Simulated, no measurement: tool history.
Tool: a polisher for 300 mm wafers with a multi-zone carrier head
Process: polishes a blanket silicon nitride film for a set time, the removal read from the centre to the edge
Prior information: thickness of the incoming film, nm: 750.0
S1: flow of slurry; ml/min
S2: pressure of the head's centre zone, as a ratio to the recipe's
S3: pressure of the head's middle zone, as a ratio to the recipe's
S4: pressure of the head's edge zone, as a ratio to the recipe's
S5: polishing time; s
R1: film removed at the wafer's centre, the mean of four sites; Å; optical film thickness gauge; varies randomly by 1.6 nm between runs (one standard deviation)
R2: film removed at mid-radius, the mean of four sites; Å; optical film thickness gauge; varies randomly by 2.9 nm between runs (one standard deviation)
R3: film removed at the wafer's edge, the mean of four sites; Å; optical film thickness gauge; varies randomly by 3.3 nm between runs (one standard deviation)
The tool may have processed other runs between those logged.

run 1 hour=0.0 | S1=250 S2=1.00 S3=1.00 S4=1.00 S5=83 | R1=1679.0 R2=1647.9 R3=1704.9
run 2 hour=8.2 | S1=250 S2=1.00 S3=1.00 S4=1.00 S5=90 | R1=1869.2 R2=1801.2 R3=1828.9
run 3 hour=10.2 | S1=250 S2=1.00 S3=1.00 S4=1.06 S5=90 | R1=1844.9 R2=1771.7 R3=1868.8
run 4 hour=13.9 | S1=260 S2=1.01 S3=1.02 S4=1.08 S5=92 | R1=1927.4 R2=1887.9 R3=1989.9
run 5 hour=17.7 | S1=260 S2=1.01 S3=1.02 S4=1.08 S5=84 | R1=1751.7 R2=1677.1 R3=1762.2
run 6 hour=26.2 | S1=260 S2=1.01 S3=1.02 S4=1.08 S5=91 | R1=1879.8 R2=1845.5 R3=1895.8
run 7 hour=33.1 | S1=260 S2=1.02 S3=1.02 S4=1.09 S5=94 | R1=1991.8 R2=1918.2 R3=1996.0
run 8 hour=38.5 | S1=270 S2=1.03 S3=1.03 S4=1.10 S5=95 | R1=2045.8 R2=1998.2 R3=2097.9
run 9 hour=42.0 | S1=280 S2=1.05 S3=1.04 S4=1.09 S5=95 | R1=2100.2 R2=1954.1 R3=2065.4
run 10 hour=50.3 | S1=285 S2=1.06 S3=1.06 S4=1.09 S5=96 | R1=2114.9 R2=2032.6 R3=2058.0
run 11 hour=53.6 | S1=290 S2=1.07 S3=1.07 S4=1.10 S5=97 | R1=2177.4 R2=2051.3 R3=2110.3
run 12 hour=56.9 | S1=295 S2=1.08 S3=1.08 S4=1.11 S5=98 | R1=2228.8 R2=2099.8 R3=2207.4
run 13 hour=58.2 | S1=345 S2=1.12 S3=1.13 S4=1.07 S5=98 | R1=2335.3 R2=2255.8 R3=2097.1
run 14 hour=60.2 | S1=345 S2=1.12 S3=1.13 S4=1.08 S5=98 | R1=2363.7 R2=2195.3 R3=2153.1
run 15 hour=68.9 | S1=345 S2=1.12 S3=1.13 S4=1.09 S5=98 | R1=2350.3 R2=2208.2 R3=2141.7

Run 16 is up next; what results do you expect?
run 16 hour=77.0 | S1=345 S2=1.12 S3=1.13 S4=1.09 S5=98 | R1=? R2=? R3=?

{"run 16": {"R1": 2333.3, "R2": 2253.9, "R3": 2128.8}}
